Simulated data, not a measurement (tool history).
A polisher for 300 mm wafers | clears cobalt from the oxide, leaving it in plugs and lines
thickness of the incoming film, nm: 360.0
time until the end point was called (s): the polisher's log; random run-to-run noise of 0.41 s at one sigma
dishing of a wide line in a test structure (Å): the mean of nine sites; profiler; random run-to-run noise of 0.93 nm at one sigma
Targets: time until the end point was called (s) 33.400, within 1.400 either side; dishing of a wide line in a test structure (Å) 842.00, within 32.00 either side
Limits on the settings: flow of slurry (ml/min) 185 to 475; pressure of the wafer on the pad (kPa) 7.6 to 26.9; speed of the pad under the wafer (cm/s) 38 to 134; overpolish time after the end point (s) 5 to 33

| run | hour | flow of slurry (ml/min) | pressure of the wafer on the pad (kPa) | speed of the pad under the wafer (cm/s) | overpolish time after the end point (s) | time until the end point was called (s) | dishing of a wide line in a test structure (Å) |
|---|---|---|---|---|---|---|---|
| 1 | 0.0 | 305 | 17.2 | 86 | 17 | 65.527 | 586.16 |
| 2 | 8.8 | 305 | 17.2 | 100 | 17 | 57.985 | 650.97 |
| 3 | 13.0 | 305 | 20.0 | 100 | 16 | 50.439 | 650.70 |
| 4 | 20.6 | 305 | 22.1 | 102 | 17 | 44.041 | 700.90 |
| 5 | 22.4 | 305 | 22.1 | 102 | 24 | 44.407 | 819.96 |
| 6 | 26.5 | 255 | 22.1 | 102 | 24 | 45.326 | 799.96 |
| 7 | 29.1 | 270 | 23.4 | 102 | 23 | 42.808 | 803.73 |
| 8 | 35.9 | 290 | 24.8 | 104 | 22 | 39.673 | 835.23 |

Which of these 4 next moves meets every target?
| A | 42.7 | 315 | 22.8 | 120 | 24 | ? | ? |
| B | 42.7 | 250 | 26.9 | 114 | 19 | ? | ? |
| C | 42.7 | 355 | 22.8 | 94 | 27 | ? | ? |
| D | 42.7 | 305 | 24.8 | 88 | 26 | ? | ? |

| move | time until the end point was called (s) | dishing of a wide line in a test structure (Å) |
|---|---|---|
| A | 37.656 | 844.13 |
| B | 34.214 | 815.04 |
| C | 47.222 | 823.29 |
| D | 46.689 | 817.28 |
A: nearer than the last run, and not there yet
B: every result lands within tolerance
C: misses by more than the last run did
D: misses by more than the last run did
The move that meets every target is B.

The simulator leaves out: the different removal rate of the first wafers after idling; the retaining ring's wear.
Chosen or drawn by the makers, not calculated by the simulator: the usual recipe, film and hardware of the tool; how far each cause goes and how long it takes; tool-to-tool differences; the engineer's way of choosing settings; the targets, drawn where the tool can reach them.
